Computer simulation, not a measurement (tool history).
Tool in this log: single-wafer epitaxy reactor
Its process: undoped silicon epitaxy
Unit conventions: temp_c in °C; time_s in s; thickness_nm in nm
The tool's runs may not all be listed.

{"run": 1, "hour": 0.0, "temp_c": 635, "time_s": 553, "thickness_nm": 78.648}
{"run": 2, "hour": 6.8, "temp_c": 629, "time_s": 553, "thickness_nm": 70.215}
{"run": 3, "hour": 10.0, "temp_c": 629, "time_s": 603, "thickness_nm": 76.127}
{"run": 4, "hour": 16.4, "temp_c": 628, "time_s": 603, "thickness_nm": 74.3}
{"run": 5, "hour": 24.4, "temp_c": 627, "time_s": 603, "thickness_nm": 73.353}
{"run": 6, "hour": 25.3, "temp_c": 627, "time_s": 669, "thickness_nm": 81.003}
{"run": 7, "hour": 33.9, "temp_c": 625, "time_s": 669, "thickness_nm": 78.423}

Run 8 has not been measured yet. What should we expect?
{"run": 8, "hour": 42.6, "temp_c": 624, "time_s": 669, "thickness_nm": "?"}

thickness_nm: 76.402 nm
